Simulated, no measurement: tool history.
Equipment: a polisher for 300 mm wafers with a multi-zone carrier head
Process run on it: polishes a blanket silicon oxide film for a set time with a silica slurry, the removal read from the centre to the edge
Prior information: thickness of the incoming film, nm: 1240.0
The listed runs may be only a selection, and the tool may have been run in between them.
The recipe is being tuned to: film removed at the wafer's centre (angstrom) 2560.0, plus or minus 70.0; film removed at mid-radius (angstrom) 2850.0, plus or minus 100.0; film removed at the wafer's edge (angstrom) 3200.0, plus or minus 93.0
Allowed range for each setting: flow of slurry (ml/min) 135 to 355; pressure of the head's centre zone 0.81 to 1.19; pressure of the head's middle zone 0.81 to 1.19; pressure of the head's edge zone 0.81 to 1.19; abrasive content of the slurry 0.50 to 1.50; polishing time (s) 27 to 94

run  hour  flow of slurry (ml/min)  pressure of the head's centre zone  pressure of the head's middle zone  pressure of the head's edge zone  abrasive content of the slurry  polishing time (s)  film removed at the wafer's centre (angstrom)  film removed at mid-radius (angstrom)  film removed at the wafer's edge (angstrom)
  1   0.0                      225                                1.00                                1.00                              1.00                            1.00                  60                                         2548.5                                 2652.5                                       2663.4
  2   4.2                      225                                0.96                                1.00                              1.00                            1.00                  60                                         2440.5                                 2706.4                                       2602.2
  3  10.2                      185                                0.96                                1.00                              1.00                            1.00                  60                                         2319.1                                 2546.6                                       2564.9
  4  14.4                      235                                0.96                                1.00                              1.00                            1.00                  60                                         2497.5                                 2733.7                                       2642.0
  5  21.0                      235                                0.96                                1.00                              1.00                            1.20                  60                                         2729.0                                 2957.5                                       2910.4
  6  22.8                      235                                0.96                                1.00                              1.00                            1.35                  60                                         2812.4                                 3068.0                                       3064.5
  7  25.4                      220                                0.95                                0.99                              1.03                            1.35                  60                                         2804.5                                 2964.2                                       3084.5
  8  34.1                      210                                0.93                                0.99                              1.06                            1.35                  60                                         2667.9                                 2957.7                                       3116.9
  9  43.0                      210                                0.93                                0.99                              1.06                            1.35                  60                                         2673.7                                 2903.8                                       3094.5

Of the 5 settings listed for the next run, only one would bring every result within its allowed miss of target. Which one?
  A  51.9                      170                                0.94                                0.84                              1.15                            1.50                  63                                              ?                                      ?                                            ?
  B  51.9                      135                                0.94                                0.84                              1.17                            1.50                  66                                              ?                                      ?                                            ?
  C  51.9                      190                                0.96                                0.88                              1.17                            1.45                  58                                              ?                                      ?                                            ?
  D  51.9                      175                                0.98                                0.96                              1.13                            1.50                  60                                              ?                                      ?                                            ?
  E  51.9                      150                                0.90                                0.95                              1.08                            1.50                  63                                              ?                                      ?                                            ?

move  film removed at the wafer's centre (angstrom)  film removed at mid-radius (angstrom)  film removed at the wafer's edge (angstrom)
   A                                         2776.1                                 2721.7                                       3444.8
   B                                         2657.3                                 2638.1                                       3456.6
   C                                         2663.8                                 2649.6                                       3225.0
   D                                         2773.9                                 2919.3                                       3264.7
   E                                         2552.6                                 2898.2                                       3243.5
A: misses by more than the last run did
B: misses by more than the last run did
C: misses by more than the last run did
D: misses by more than the last run did
E: all results land within tolerance of their targets
Answer: E
